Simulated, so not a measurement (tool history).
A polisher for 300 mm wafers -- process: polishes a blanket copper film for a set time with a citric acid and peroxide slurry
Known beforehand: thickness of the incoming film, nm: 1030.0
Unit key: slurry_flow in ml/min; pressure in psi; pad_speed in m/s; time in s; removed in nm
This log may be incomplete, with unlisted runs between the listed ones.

{"run": 1, "hour": 0.0, "slurry_flow": 305, "pressure": 3.8, "pad_speed": 1.18, "slurry_solids": 1.0, "time": 57, "removed": 166.6}
{"run": 2, "hour": 6.2, "slurry_flow": 305, "pressure": 3.8, "pad_speed": 1.34, "slurry_solids": 1.0, "time": 57, "removed": 185.9}
{"run": 3, "hour": 13.0, "slurry_flow": 305, "pressure": 3.8, "pad_speed": 1.34, "slurry_solids": 1.0, "time": 60, "removed": 196.73}
{"run": 4, "hour": 16.6, "slurry_flow": 305, "pressure": 3.4, "pad_speed": 1.32, "slurry_solids": 1.0, "time": 60, "removed": 174.33}
{"run": 5, "hour": 25.1, "slurry_flow": 305, "pressure": 3.4, "pad_speed": 1.04, "slurry_solids": 1.0, "time": 60, "removed": 143.47}
{"run": 6, "hour": 30.5, "slurry_flow": 305, "pressure": 3.4, "pad_speed": 1.04, "slurry_solids": 1.1, "time": 60, "removed": 149.65}

Predict the results of run 7:
{"run": 7, "hour": 31.4, "slurry_flow": 305, "pressure": 3.2, "pad_speed": 1.04, "slurry_solids": 1.1, "time": 60, "removed": "?"}

{"run 7": {"removed": 141.11}}

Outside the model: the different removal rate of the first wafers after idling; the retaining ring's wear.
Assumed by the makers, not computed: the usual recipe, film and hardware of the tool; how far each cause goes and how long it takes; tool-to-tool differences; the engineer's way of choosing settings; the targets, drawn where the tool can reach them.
